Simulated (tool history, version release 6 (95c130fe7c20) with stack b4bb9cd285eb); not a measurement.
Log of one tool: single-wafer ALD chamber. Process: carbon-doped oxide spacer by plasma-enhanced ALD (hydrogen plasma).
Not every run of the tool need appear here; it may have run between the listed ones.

run,hour,heater temperature setpoint (°C),number of ALD cycles (cycles),mean film thickness on the monitor wafer (Å)
1,0,380,321,158.79
2,5.6,380,354,173.72
3,7.1,380,327,162.21
4,10.7,380,305,147.96
5,17.6,380,293,143.59
6,23.2,386,293,143.72
7,26.8,386,282,136.74
8,31.9,386,274,133.35
9,35.1,386,268,130.91
10,42.7,386,263,128.52
11,47.8,386,259,127.53

What will run 12 give?
12,49.1,386,255,?

Run 12 yielded mean film thickness on the monitor wafer (Å) 124.11.
